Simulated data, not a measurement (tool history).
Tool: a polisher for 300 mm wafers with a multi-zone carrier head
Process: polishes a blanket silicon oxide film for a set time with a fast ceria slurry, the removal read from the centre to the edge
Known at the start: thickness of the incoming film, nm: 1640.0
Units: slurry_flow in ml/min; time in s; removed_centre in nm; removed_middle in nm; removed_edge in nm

| run | hour | slurry_flow | centre_zone | middle_zone | edge_zone | time | removed_centre | removed_middle | removed_edge |
|---|---|---|---|---|---|---|---|---|---|
| 1 | 0 | 165 | 1 | 1 | 1 | 37 | 483.3 | 485.08 | 467.64 |
| 2 | 7.3 | 165 | 1 | 1 | 0.96 | 37 | 493.9 | 479.2 | 479.75 |
| 3 | 13.7 | 165 | 1 | 1 | 0.96 | 45 | 594.43 | 575.83 | 574.66 |
| 4 | 19.2 | 165 | 1.02 | 1.01 | 0.96 | 40 | 544.42 | 524.13 | 512.56 |
| 5 | 25.1 | 170 | 1.03 | 1.02 | 0.96 | 36 | 499.74 | 472.08 | 460.71 |
| 6 | 26.1 | 170 | 1.04 | 1.04 | 0.96 | 33 | 451.23 | 441.33 | 415.97 |
| 7 | 30.2 | 165 | 1.05 | 1.05 | 0.95 | 31 | 427.45 | 407.62 | 388.44 |
| 8 | 37.6 | 155 | 1.06 | 1.07 | 0.94 | 30 | 416.98 | 402.06 | 376.8 |

Run 9 comes next. What will it give?
| 9 | 39.8 | 155 | 1.07 | 1.08 | 0.93 | 29 | ? | ? | ? |

removed_centre: 406.2 nm
removed_middle: 398.33 nm
removed_edge: 362.36 nm

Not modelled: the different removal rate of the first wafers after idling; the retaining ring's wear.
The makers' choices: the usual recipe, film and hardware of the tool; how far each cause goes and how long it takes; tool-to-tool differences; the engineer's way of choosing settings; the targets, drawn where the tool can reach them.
